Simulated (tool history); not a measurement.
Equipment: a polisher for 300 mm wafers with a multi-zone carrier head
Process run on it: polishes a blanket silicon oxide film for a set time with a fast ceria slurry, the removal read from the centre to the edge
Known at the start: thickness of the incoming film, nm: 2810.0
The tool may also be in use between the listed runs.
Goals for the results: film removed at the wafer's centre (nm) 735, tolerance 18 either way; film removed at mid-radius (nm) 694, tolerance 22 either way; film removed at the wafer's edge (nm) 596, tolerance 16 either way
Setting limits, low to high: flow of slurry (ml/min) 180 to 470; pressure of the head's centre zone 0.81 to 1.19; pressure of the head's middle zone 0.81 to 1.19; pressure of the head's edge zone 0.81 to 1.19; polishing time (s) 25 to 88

| run | hour | flow of slurry (ml/min) | pressure of the head's centre zone | pressure of the head's middle zone | pressure of the head's edge zone | polishing time (s) | film removed at the wafer's centre (nm) | film removed at mid-radius (nm) | film removed at the wafer's edge (nm) |
|---|---|---|---|---|---|---|---|---|---|
| 1 | 0 | 300 | 1 | 1 | 1 | 56 | 658.48 | 654.27 | 631.84 |
| 2 | 2.4 | 300 | 1 | 1 | 0.94 | 56 | 657.92 | 665.49 | 614.73 |
| 3 | 10.4 | 310 | 1.01 | 1 | 0.93 | 56 | 655.73 | 652.1 | 620.64 |
| 4 | 18.3 | 310 | 1.01 | 1 | 0.93 | 51 | 610.79 | 597.56 | 557.47 |
| 5 | 26.2 | 240 | 1.01 | 1 | 0.93 | 51 | 582.59 | 584.05 | 551.33 |
| 6 | 34 | 260 | 1.03 | 1.02 | 0.94 | 51 | 598.92 | 601.89 | 548.39 |
| 7 | 39.8 | 280 | 1.04 | 1.03 | 0.95 | 51 | 609.15 | 608.58 | 555.79 |
| 8 | 42.9 | 295 | 1.06 | 1.04 | 0.96 | 51 | 633.19 | 620.91 | 565.09 |
| 9 | 45.7 | 310 | 1.07 | 1.05 | 0.96 | 51 | 639.14 | 627.27 | 564.23 |
| 10 | 46.4 | 325 | 1.08 | 1.06 | 0.96 | 51 | 651.8 | 646.35 | 562.87 |
| 11 | 54.2 | 335 | 1.09 | 1.06 | 0.97 | 51 | 658.05 | 636.16 | 567.28 |
| 12 | 58.9 | 345 | 1.1 | 1.07 | 0.98 | 51 | 664.16 | 642.84 | 570.2 |
| 13 | 66.2 | 350 | 1.11 | 1.08 | 0.99 | 51 | 674.42 | 656.62 | 584.42 |
| 14 | 73.4 | 420 | 1.18 | 1.11 | 0.96 | 51 | 724.52 | 680.87 | 577.18 |
| 15 | 76.4 | 420 | 1.18 | 1.11 | 0.97 | 51 | 726.78 | 664.23 | 578.19 |

Which of these 5 next moves meets every target?
| A | 79.4 | 395 | 1.19 | 1.19 | 0.87 | 52 | ? | ? | ? |
| B | 79.4 | 470 | 1.14 | 1.09 | 0.93 | 53 | ? | ? | ? |
| C | 79.4 | 400 | 1.17 | 1.11 | 1.02 | 49 | ? | ? | ? |
| D | 79.4 | 470 | 1.15 | 0.97 | 1.04 | 52 | ? | ? | ? |
| E | 79.4 | 460 | 1.19 | 1.13 | 0.91 | 51 | ? | ? | ? |

| move | film removed at the wafer's centre (nm) | film removed at mid-radius (nm) | film removed at the wafer's edge (nm) |
|---|---|---|---|
| A | 736.72 | 724.71 | 558.92 |
| B | 728.29 | 693.42 | 592.19 |
| C | 682.81 | 643.71 | 565.05 |
| D | 720.25 | 616.16 | 611.34 |
| E | 730.85 | 687.08 | 563.69 |
A: carries the result that was furthest off beyond its target, to the other side
B: every result lands within tolerance
C: the biggest miss grows against the last run
D: the biggest miss grows against the last run
E: brings the result that was furthest off to its target, and leaves another outside
Go with B: it meets all targets.

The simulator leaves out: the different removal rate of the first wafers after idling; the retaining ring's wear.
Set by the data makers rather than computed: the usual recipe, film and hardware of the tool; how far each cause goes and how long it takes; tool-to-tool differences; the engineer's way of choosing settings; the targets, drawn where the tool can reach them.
